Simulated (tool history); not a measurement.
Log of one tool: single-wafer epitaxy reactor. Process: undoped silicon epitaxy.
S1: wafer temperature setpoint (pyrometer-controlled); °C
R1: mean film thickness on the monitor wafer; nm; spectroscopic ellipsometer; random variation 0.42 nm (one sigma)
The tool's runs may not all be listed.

run 1 hour=0 | S1=635 deposition_time_(s)=542 | R1=61.341
run 2 hour=1.6 | S1=637 deposition_time_(s)=543 | R1=64.08
run 3 hour=8.9 | S1=631 deposition_time_(s)=543 | R1=56.101
run 4 hour=11 | S1=621 deposition_time_(s)=543 | R1=44.211
run 5 hour=13.6 | S1=626 deposition_time_(s)=544 | R1=49.894
run 6 hour=19.8 | S1=617 deposition_time_(s)=544 | R1=40.279
run 7 hour=21 | S1=622 deposition_time_(s)=546 | R1=45.391

Run 8 comes next. What will it give?
run 8 hour=28.3 | S1=626 deposition_time_(s)=547 | R1=?

R1: 49.542 nm
